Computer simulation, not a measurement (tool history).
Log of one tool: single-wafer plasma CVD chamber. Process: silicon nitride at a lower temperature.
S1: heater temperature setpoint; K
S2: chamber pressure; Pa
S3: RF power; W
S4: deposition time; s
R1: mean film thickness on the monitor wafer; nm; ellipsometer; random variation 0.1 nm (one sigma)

run    day      S1   S2   S3    S4      R1
  1      0  633.15  148  265  14.8  14.574
  2    0.3  633.15  159  270  14.8  15.069
  3  0.583  633.15  159  235  14.8  13.072
  4  0.938  633.15  185  235  14.8  13.806
  5  1.238  633.15  185  220  14.8  12.827
  6  1.562  633.15  189  235  14.8   13.91
  7  1.708  633.15  193  245  14.8  14.614
  8  1.842  633.15  196  255  14.8  15.236

The next listed run, before its measurement:
  9  1.925  633.15  207  295  14.8   ?

{"run 9": {"R1": 17.611}}

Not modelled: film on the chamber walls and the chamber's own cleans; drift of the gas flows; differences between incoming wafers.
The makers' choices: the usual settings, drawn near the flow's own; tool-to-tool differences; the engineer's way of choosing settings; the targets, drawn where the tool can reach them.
